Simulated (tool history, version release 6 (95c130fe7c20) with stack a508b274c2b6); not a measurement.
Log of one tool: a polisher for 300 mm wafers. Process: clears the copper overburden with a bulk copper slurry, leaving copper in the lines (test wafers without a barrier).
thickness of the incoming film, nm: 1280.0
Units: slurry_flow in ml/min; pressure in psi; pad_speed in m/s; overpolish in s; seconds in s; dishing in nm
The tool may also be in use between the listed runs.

| run | day | slurry_flow | pressure | pad_speed | slurry_solids | overpolish | seconds | dishing |
|---|---|---|---|---|---|---|---|---|
| 1 | 0 | 320 | 3.2 | 1 | 1 | 27 | 118.87 | 97.445 |
| 2 | 0.108 | 320 | 3.2 | 1.16 | 1 | 27 | 104.17 | 97.055 |
| 3 | 0.346 | 320 | 3.2 | 1.16 | 0.9 | 27 | 106.02 | 97.294 |
| 4 | 0.392 | 320 | 3.9 | 1.16 | 0.9 | 27 | 89.389 | 107.74 |
| 5 | 0.5 | 365 | 3.9 | 1.16 | 0.9 | 27 | 87.877 | 109.61 |
| 6 | 0.525 | 360 | 3.6 | 1.16 | 0.9 | 25 | 94.747 | 102.04 |

Forecast run 7:
| 7 | 0.692 | 360 | 2.7 | 1.16 | 0.9 | 14 | ? | ? |

Run 7 gave seconds 127.15 s, dishing 65.903 nm.
